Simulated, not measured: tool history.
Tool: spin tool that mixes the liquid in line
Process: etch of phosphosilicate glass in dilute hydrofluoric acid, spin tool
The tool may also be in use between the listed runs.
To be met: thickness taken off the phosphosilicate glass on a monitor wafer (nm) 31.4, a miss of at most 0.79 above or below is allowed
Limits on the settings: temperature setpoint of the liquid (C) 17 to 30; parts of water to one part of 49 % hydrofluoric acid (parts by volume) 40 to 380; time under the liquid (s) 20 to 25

run,hour,temperature setpoint of the liquid (C),parts of water to one part of 49 % hydrofluoric acid (parts by volume),time under the liquid (s),thickness taken off the phosphosilicate glass on a monitor wafer (nm)
1,0,22,210,25,13.992
2,3,22,210,25,14.003
3,8.1,22,260,25,10.721
4,15.3,22,320,25,8.2437
5,16.1,22,320,20,6.6552
6,22,24,260,20,9.2492
7,23.2,28,175,20,17.328
8,26.2,28,175,20,17.33
9,31.6,28.5,150,20,21.074
10,33.7,30,85,20,43.329
11,35.3,28,90,20,37.649
12,43.3,26.5,95,20,33.419
13,47.8,26,95,20,32.414

Of the 5 settings listed for the next run, only one would bring every result within its allowed miss of target. Which one?
A,52.3,26.5,95,20,?
B,52.3,23,95,20,?
C,52.3,29,125,25,?
D,52.3,25,110,25,?
E,52.3,28,105,20,?

move,thickness taken off the phosphosilicate glass on a monitor wafer (nm)
A,33.531
B,29.202
C,33.666
D,33.499
E,31.715
A: its largest miss is bigger than the last run's
B: takes the biggest miss from the last run beyond its target
C: its largest miss is bigger than the last run's
D: its largest miss is bigger than the last run's
E: all results in spec
E is the move that brings every result within its allowed miss.

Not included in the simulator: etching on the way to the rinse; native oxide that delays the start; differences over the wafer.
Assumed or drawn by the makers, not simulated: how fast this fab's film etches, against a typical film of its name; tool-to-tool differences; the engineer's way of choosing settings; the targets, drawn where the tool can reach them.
